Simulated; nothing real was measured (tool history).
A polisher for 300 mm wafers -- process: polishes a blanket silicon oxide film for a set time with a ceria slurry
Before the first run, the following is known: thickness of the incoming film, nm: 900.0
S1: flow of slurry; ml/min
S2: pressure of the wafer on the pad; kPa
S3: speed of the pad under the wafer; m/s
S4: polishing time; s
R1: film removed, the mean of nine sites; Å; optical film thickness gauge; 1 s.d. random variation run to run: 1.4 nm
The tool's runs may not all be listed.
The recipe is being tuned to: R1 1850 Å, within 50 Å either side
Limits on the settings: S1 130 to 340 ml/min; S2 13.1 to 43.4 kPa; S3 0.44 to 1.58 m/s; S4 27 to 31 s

| run | hour | S1 | S2 | S3 | S4 | R1 |
|---|---|---|---|---|---|---|
| 1 | 0 | 220 | 28.3 | 1 | 31 | 2083.1 |
| 2 | 4.1 | 220 | 28.3 | 0.8 | 31 | 1709.4 |
| 3 | 7.6 | 220 | 28.3 | 0.8 | 31 | 1721 |
| 4 | 14.6 | 225 | 28.3 | 0.8 | 31 | 1711.4 |
| 5 | 18.7 | 225 | 28.3 | 0.62 | 31 | 1433 |
| 6 | 25.7 | 200 | 28.3 | 0.62 | 31 | 1390 |
| 7 | 27.8 | 215 | 29 | 0.62 | 31 | 1424.2 |
| 8 | 29.5 | 225 | 30.3 | 0.62 | 31 | 1511.9 |
| 9 | 31 | 235 | 31 | 0.62 | 31 | 1549.1 |
| 10 | 35 | 240 | 31.7 | 0.62 | 31 | 1575.6 |
| 11 | 38.3 | 240 | 32.4 | 0.62 | 31 | 1614.5 |
| 12 | 41 | 245 | 33.1 | 0.62 | 31 | 1614.4 |
| 13 | 49.2 | 245 | 33.8 | 0.62 | 31 | 1635.1 |
| 14 | 57.6 | 250 | 34.5 | 0.62 | 31 | 1674.1 |
|  | 64.6 | slurry nozzle cleaned |
| 15 | 64.6 | 260 | 37.9 | 0.62 | 31 | 1946.3 |

Below are 5 possible settings for the next run. Only one of them brings all results inside the allowed miss of their targets. Which is it?
| A | 71.6 | 255 | 43.4 | 0.62 | 29 | ? |
| B | 71.6 | 270 | 40 | 0.6 | 31 | ? |
| C | 71.6 | 265 | 38.6 | 0.64 | 29 | ? |
| D | 71.6 | 265 | 43.4 | 0.56 | 31 | ? |
| E | 71.6 | 270 | 36.5 | 0.68 | 31 | ? |

| move | R1 |
|---|---|
| A | 1994.7 |
| B | 1953 |
| C | 1858.1 |
| D | 1987.2 |
| E | 1990.2 |
A: the biggest miss grows against the last run
B: the biggest miss grows against the last run
C: every result lands within tolerance
D: the biggest miss grows against the last run
E: the biggest miss grows against the last run
The move that meets every target is C.
